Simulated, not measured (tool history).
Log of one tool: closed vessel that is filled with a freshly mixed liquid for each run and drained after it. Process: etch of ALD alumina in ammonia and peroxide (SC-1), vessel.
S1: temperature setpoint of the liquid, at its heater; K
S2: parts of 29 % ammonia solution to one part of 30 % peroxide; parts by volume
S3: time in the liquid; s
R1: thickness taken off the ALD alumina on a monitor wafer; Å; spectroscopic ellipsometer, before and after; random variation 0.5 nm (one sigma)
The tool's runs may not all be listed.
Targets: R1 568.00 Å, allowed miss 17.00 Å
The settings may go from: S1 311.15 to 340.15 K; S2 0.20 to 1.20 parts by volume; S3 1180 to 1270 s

run  hour      S1    S2    S3      R1
  1   0.0  324.15  0.85  1180  420.21
  2   1.6  325.15  0.85  1180  441.48
  3   5.3  326.15  0.85  1180  482.41
  4   9.6  326.65  0.85  1180  488.68
  5  17.1  327.15  0.85  1180  505.96
  6  24.7  327.15  0.55  1180  485.50
  7  32.0  327.65  0.55  1180  488.95
  8  32.8  328.15  0.55  1180  497.62
  9  39.0  328.65  0.55  1180  516.02
 10  41.1  329.15  0.55  1180  528.61
 11  46.7  329.65  0.55  1180  545.05
 12  47.7  329.65  0.55  1180  547.87

Which of these 4 next moves meets every target?
  A  48.7  328.15  0.95  1180   ?
  B  48.7  326.65  0.55  1270   ?
  C  48.7  330.15  0.55  1210   ?
  D  48.7  328.65  0.40  1200   ?

move      R1
   A  529.11
   B  499.10
   C  572.52
   D  509.06
A: further off than the last run
B: further off than the last run
C: meets every target
D: further off than the last run
The right move is C.
